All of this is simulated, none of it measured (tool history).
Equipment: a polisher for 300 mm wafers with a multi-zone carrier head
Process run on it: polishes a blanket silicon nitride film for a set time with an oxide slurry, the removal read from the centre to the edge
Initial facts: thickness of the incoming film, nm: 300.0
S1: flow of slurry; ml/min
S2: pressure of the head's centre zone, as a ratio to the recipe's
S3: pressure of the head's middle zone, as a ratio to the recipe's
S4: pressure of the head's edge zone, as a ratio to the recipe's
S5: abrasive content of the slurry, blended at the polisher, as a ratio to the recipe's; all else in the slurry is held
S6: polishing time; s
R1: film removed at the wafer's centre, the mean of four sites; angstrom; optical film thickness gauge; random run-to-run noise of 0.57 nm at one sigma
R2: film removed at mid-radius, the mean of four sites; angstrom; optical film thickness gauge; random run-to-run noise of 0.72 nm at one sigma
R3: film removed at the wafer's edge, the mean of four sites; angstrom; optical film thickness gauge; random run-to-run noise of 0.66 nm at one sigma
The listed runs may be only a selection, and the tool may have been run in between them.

run  hour   S1    S2    S3    S4    S5  S6      R1      R2      R3
  1   0.0  225  1.00  1.00  1.00  1.00  69  597.85  592.36  600.51
  2   8.9  225  1.00  1.00  1.05  1.00  69  580.06  619.06  612.78
  3  10.2  180  1.00  1.00  1.05  1.00  69  558.55  586.04  598.07
  4  11.0  175  0.99  0.99  1.04  0.95  69  538.82  553.21  574.43
  5  15.4  170  0.98  0.98  1.04  0.95  69  521.34  540.03  559.07
  6  23.6  165  0.97  0.97  1.04  0.95  69  532.03  530.72  576.83
  7  29.4  165  0.96  0.97  1.04  0.95  69  520.20  531.75  563.38

Run 8 has not been measured yet. What should we expect?
  8  38.1  160  0.95  0.96  1.04  0.95  69   ?   ?   ?

{"run 8": {"R1": 508.05, "R2": 521.54, "R3": 556.61}}
